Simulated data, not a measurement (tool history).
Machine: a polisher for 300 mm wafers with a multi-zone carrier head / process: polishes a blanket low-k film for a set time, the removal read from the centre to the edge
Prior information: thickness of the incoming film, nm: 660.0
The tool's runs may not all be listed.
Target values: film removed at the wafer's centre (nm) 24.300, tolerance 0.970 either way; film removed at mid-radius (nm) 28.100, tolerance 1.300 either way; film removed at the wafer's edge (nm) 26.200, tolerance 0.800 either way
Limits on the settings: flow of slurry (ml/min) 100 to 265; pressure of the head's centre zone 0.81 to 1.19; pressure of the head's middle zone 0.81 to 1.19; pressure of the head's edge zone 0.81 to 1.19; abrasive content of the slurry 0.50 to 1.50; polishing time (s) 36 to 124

run  hour  flow of slurry (ml/min)  pressure of the head's centre zone  pressure of the head's middle zone  pressure of the head's edge zone  abrasive content of the slurry  polishing time (s)  film removed at the wafer's centre (nm)  film removed at mid-radius (nm)  film removed at the wafer's edge (nm)
  1   0.0                      170                                1.00                                1.00                              1.00                            1.00                  79                                   20.137                           21.395                                 20.972
  2   5.8                      180                                1.00                                1.02                              1.03                            1.05                  79                                   21.046                           22.634                                 21.643
  3  13.7                      180                                0.94                                1.02                              1.03                            1.05                  79                                   20.592                           22.052                                 22.107
  4  18.6                      185                                0.93                                1.05                              1.05                            1.10                  79                                   20.686                           23.087                                 22.443
  5  23.4                      185                                0.93                                1.05                              1.05                            1.10                  65                                   17.166                           20.103                                 18.951
  6  27.0                      185                                0.88                                1.05                              1.05                            1.10                  65                                   16.246                           19.528                                 18.537
  7  33.2                      185                                0.90                                1.06                              1.07                            1.20                  67                                   18.385                           20.429                                 20.328
  8  38.6                      195                                0.89                                1.09                              1.07                            1.25                  69                                   18.802                           23.553                                 20.768
  9  41.9                      200                                0.89                                1.09                              1.09                            1.30                  70                                   19.824                           23.605                                 22.293
 10  50.6                      205                                0.91                                1.10                              1.11                            1.35                  70                                   20.019                           24.060                                 22.868
 11  53.6                      210                                0.93                                1.11                              1.11                            1.40                  71                                   21.222                           25.068                                 23.206
 12  61.8                      210                                0.93                                1.11                              1.11                            1.40                  71                                   21.298                           24.761                                 23.409

Below are 4 possible settings for the next run. Only one of them brings all results inside the allowed miss of their targets. Which is it?
  A  70.0                      235                                0.88                                1.11                              1.19                            1.30                  63                                        ?                                ?                                      ?
  B  70.0                      220                                1.04                                0.91                              1.16                            1.45                  73                                        ?                                ?                                      ?
  C  70.0                      245                                0.93                                1.05                              1.08                            1.50                  78                                        ?                                ?                                      ?
  D  70.0                      225                                1.19                                0.93                              0.99                            1.50                  65                                        ?                                ?                                      ?

move  film removed at the wafer's centre (nm)  film removed at mid-radius (nm)  film removed at the wafer's edge (nm)
   A                                   17.544                           21.857                                 21.094
   B                                   24.136                           22.177                                 25.195
   C                                   24.190                           27.461                                 26.748
   D                                   24.491                           20.420                                 21.448
A: its largest miss is bigger than the last run's
B: its largest miss is bigger than the last run's
C: in spec on every target
D: its largest miss is bigger than the last run's
The move that meets every target is C.

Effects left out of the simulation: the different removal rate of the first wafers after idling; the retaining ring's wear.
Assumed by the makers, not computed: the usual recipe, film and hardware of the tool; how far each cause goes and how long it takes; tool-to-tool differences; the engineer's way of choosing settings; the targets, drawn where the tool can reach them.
